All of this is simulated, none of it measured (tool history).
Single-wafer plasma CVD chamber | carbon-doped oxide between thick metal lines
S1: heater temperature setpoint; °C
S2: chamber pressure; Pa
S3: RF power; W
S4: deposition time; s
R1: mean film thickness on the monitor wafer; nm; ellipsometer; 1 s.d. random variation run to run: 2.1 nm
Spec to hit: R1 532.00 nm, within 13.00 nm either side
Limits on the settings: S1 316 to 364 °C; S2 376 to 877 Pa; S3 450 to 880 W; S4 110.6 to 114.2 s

run	day	S1	S2	S3	S4	R1
1	0.000	340	627	665	110.6	603.93
2	0.304	340	627	665	110.6	600.70
3	0.592	340	627	665	110.6	606.29
4	0.917	340	627	665	114.2	623.23
5	1.262	344	627	665	114.2	610.72
6	1.529	344	627	665	110.6	597.23
7	1.579	345	609	650	110.6	578.69
8	1.696	347	597	645	110.6	570.69
9	1.742	348	587	640	110.6	565.58

Of the 5 settings listed for the next run, only one would bring every result within its allowed miss of target. Which one?
A	1.788	337	513	595	112.7	?
B	1.788	346	528	550	110.8	?
C	1.788	343	596	535	110.6	?
D	1.788	349	521	550	110.6	?
E	1.788	339	452	590	110.6	?

move	R1
A	560.94
B	509.82
C	510.84
D	503.59
E	536.81
A: an improvement on the last run, though not all results are within tolerance
B: carries the result that was furthest off beyond its target, to the other side
C: carries the result that was furthest off beyond its target, to the other side
D: carries the result that was furthest off beyond its target, to the other side
E: all results land within tolerance of their targets
E meets every target.

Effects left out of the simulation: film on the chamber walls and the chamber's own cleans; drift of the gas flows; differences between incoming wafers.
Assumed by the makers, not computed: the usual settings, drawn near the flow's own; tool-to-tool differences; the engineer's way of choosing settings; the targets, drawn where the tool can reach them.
